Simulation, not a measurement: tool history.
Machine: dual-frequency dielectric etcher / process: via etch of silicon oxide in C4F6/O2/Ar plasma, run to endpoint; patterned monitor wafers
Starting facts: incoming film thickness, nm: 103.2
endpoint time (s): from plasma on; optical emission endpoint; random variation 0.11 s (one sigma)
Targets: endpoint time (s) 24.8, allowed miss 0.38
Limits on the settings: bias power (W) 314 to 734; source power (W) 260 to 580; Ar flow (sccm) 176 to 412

run	hour	bias power (W)	source power (W)	Ar flow (sccm)	endpoint time (s)
1	0	524	420	294	21.592
2	4.1	500	420	294	22.325
3	6	500	420	313	22.441
4	12.1	485	420	313	22.695
5	15.2	485	420	281	22.266
6	22.6	485	420	299	22.416
7	24.7	468	420	299	22.789
8	28	454	420	299	23.056
9	29.1	442	420	299	23.613
10	31.7	436	420	299	23.392
11	36.7	427	420	299	23.711
12	44.2	420	420	299	23.903
# hour 51.9: Ar flow controller replaced
13	51.9	415	420	299	23.611
14	56.3	335	410	300	26.203
15	58.2	343	410	300	25.714
16	64.2	348	410	300	25.769
17	65.5	353	410	300	25.655
18	73.9	358	410	300	25.23

Next run, 5 choices. One meets every target within its allowed miss, the rest don't. Which?
A	82.3	423	420	318	?
B	82.3	439	380	290	?
C	82.3	396	440	326	?
D	82.3	431	400	335	?
E	82.3	348	440	290	?

move	endpoint time (s)
A	23.834
B	24.158
C	24.079
D	24.228
E	24.97
A: moves the result that the last run missed by most past its target, out the other side
B: moves the result that the last run missed by most past its target, out the other side
C: moves the result that the last run missed by most past its target, out the other side
D: moves the result that the last run missed by most past its target, out the other side
E: all results in spec
E is the move that brings every result within its allowed miss.
